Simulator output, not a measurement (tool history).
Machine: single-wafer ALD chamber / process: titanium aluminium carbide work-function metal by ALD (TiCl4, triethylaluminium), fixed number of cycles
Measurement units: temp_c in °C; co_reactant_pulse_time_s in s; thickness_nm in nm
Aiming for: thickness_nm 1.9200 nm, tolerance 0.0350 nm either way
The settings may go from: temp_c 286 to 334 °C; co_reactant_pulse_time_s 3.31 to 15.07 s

run 1 hour=0.0 | temp_c=310 co_reactant_pulse_time_s=9.19 | thickness_nm=2.1337
run 2 hour=2.3 | temp_c=310 co_reactant_pulse_time_s=7.85 | thickness_nm=2.0974
run 3 hour=8.0 | temp_c=310 co_reactant_pulse_time_s=9.01 | thickness_nm=2.1278
run 4 hour=11.4 | temp_c=304 co_reactant_pulse_time_s=8.43 | thickness_nm=2.0706
run 5 hour=19.9 | temp_c=304 co_reactant_pulse_time_s=9.83 | thickness_nm=2.0903
run 6 hour=28.8 | temp_c=304 co_reactant_pulse_time_s=12.45 | thickness_nm=2.1389
run 7 hour=33.7 | temp_c=298 co_reactant_pulse_time_s=11.36 | thickness_nm=2.0621
run 8 hour=38.3 | temp_c=294 co_reactant_pulse_time_s=10.79 | thickness_nm=2.0496
run 9 hour=41.9 | temp_c=292 co_reactant_pulse_time_s=9.18 | thickness_nm=1.9970
run 10 hour=42.6 | temp_c=290 co_reactant_pulse_time_s=8.54 | thickness_nm=1.9497
run 11 hour=51.3 | temp_c=290 co_reactant_pulse_time_s=8.54 | thickness_nm=1.9530

Of the 5 settings listed for the next run, only one would bring every result within its allowed miss of target. Which one?
run A hour=60.0 | temp_c=290 co_reactant_pulse_time_s=6.91 | thickness_nm=?
run B hour=60.0 | temp_c=286 co_reactant_pulse_time_s=6.59 | thickness_nm=?
run C hour=60.0 | temp_c=292 co_reactant_pulse_time_s=8.81 | thickness_nm=?
run D hour=60.0 | temp_c=289 co_reactant_pulse_time_s=11.37 | thickness_nm=?
run E hour=60.0 | temp_c=295 co_reactant_pulse_time_s=9.64 | thickness_nm=?

move=A thickness_nm=1.9126
move=B thickness_nm=1.8695
move=C thickness_nm=1.9881
move=D thickness_nm=2.0107
move=E thickness_nm=2.0300
A: in spec on every target
B: pushes the last run's worst result past its target
C: misses by more than the last run did
D: misses by more than the last run did
E: misses by more than the last run did
The move that meets every target is A.

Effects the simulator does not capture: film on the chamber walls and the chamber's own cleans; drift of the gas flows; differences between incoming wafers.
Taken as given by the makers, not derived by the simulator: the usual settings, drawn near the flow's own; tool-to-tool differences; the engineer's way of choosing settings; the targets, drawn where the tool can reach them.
